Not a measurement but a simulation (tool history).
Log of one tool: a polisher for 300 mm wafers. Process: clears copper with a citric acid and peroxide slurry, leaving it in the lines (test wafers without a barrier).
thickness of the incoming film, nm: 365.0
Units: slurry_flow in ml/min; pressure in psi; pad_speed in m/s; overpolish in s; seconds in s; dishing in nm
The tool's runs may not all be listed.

{"run": 1, "day": 0.0, "slurry_flow": 135, "pressure": 3.8, "pad_speed": 1.3, "slurry_solids": 1.0, "overpolish": 24, "seconds": 85.513, "dishing": 62.51}
{"run": 2, "day": 0.204, "slurry_flow": 135, "pressure": 4.0, "pad_speed": 1.3, "slurry_solids": 1.0, "overpolish": 25, "seconds": 83.192, "dishing": 68.132}
{"run": 3, "day": 0.483, "slurry_flow": 135, "pressure": 4.2, "pad_speed": 1.3, "slurry_solids": 1.0, "overpolish": 25, "seconds": 76.14, "dishing": 70.292}
{"run": 4, "day": 0.783, "slurry_flow": 135, "pressure": 4.3, "pad_speed": 1.3, "slurry_solids": 1.0, "overpolish": 26, "seconds": 76.351, "dishing": 74.076}
{"run": 5, "day": 1.038, "slurry_flow": 135, "pressure": 4.4, "pad_speed": 1.3, "slurry_solids": 1.0, "overpolish": 26, "seconds": 73.455, "dishing": 75.527}
{"run": 6, "day": 1.258, "slurry_flow": 135, "pressure": 4.5, "pad_speed": 1.3, "slurry_solids": 1.0, "overpolish": 27, "seconds": 72.002, "dishing": 75.534}
{"run": 7, "day": 1.392, "slurry_flow": 135, "pressure": 4.6, "pad_speed": 1.3, "slurry_solids": 1.0, "overpolish": 28, "seconds": 72.223, "dishing": 78.584}
{"run": 8, "day": 1.671, "slurry_flow": 135, "pressure": 4.7, "pad_speed": 1.3, "slurry_solids": 1.0, "overpolish": 29, "seconds": 68.435, "dishing": 79.795}

Run 9 comes next. What will it give?
{"run": 9, "day": 1.862, "slurry_flow": 135, "pressure": 4.7, "pad_speed": 1.3, "slurry_solids": 1.0, "overpolish": 29, "seconds": "?", "dishing": "?"}

seconds: 70.618 s
dishing: 88.737 nm
